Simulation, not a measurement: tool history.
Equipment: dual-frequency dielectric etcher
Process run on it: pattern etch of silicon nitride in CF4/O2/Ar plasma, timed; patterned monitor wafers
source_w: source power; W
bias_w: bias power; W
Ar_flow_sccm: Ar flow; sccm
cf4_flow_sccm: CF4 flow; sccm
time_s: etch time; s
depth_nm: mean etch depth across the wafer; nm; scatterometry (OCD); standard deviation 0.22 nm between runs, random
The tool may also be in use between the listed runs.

run,hour,source_w,bias_w,Ar_flow_sccm,cf4_flow_sccm,time_s,depth_nm
1,0,610,53,73,117,21,53.504
2,4.6,610,44,73,117,21,50.282
3,11.7,530,44,73,117,21,44.66
4,14.2,530,39,73,117,21,42.907
5,21.6,530,39,83,117,21,42.354
6,22.6,610,39,83,117,21,47.455

Expected results for the next run?
7,23.9,670,40,83,117,21,?

{"run 7": {"depth_nm": 51.995}}

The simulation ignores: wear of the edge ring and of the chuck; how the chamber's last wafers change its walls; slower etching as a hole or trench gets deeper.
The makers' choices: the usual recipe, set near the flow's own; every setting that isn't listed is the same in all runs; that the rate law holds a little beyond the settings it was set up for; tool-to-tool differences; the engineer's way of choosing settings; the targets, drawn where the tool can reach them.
